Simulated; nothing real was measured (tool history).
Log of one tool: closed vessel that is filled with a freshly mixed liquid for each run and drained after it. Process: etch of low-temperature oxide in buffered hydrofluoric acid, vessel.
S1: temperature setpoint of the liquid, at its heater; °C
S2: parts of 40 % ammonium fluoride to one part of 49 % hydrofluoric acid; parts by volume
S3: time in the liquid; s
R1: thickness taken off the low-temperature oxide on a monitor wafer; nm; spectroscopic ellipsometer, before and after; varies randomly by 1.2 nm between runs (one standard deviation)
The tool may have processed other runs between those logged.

run 1 hour=0.0 | S1=22.0 S2=23.5 S3=30 | R1=81.170
run 2 hour=2.6 | S1=23.5 S2=22.0 S3=30 | R1=90.915
run 3 hour=6.2 | S1=23.5 S2=17.5 S3=30 | R1=110.910
run 4 hour=14.7 | S1=26.5 S2=17.5 S3=30 | R1=129.700
run 5 hour=22.0 | S1=25.0 S2=17.5 S3=30 | R1=120.860
run 6 hour=29.3 | S1=25.0 S2=12.0 S3=30 | R1=173.870
run 7 hour=32.9 | S1=24.5 S2=12.0 S3=30 | R1=170.860
run 8 hour=40.1 | S1=24.0 S2=12.0 S3=30 | R1=164.320

Forecast run 9:
run 9 hour=42.5 | S1=23.5 S2=12.0 S3=30 | R1=?

{"run 9": {"R1": 161.24}}
